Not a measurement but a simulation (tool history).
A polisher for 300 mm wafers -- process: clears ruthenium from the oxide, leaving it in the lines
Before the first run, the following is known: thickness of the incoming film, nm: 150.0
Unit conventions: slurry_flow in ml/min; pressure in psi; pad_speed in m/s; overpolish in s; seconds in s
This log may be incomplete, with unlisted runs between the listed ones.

run,hour,slurry_flow,pressure,pad_speed,overpolish,seconds
1,0.0,215,2.3,1.14,30,102.93
2,8.3,215,2.1,1.12,30,110.31
3,16.3,215,2.4,1.12,30,100.43
4,23.7,215,2.4,0.88,30,130.08
5,27.1,215,2.1,0.88,30,142.12
6,31.2,215,2.0,0.88,30,147.10

Run 7, settings as shown, results not yet in. Your forecast:
7,35.1,215,1.9,0.88,30,?

{"run 7": {"seconds": 155.46}}
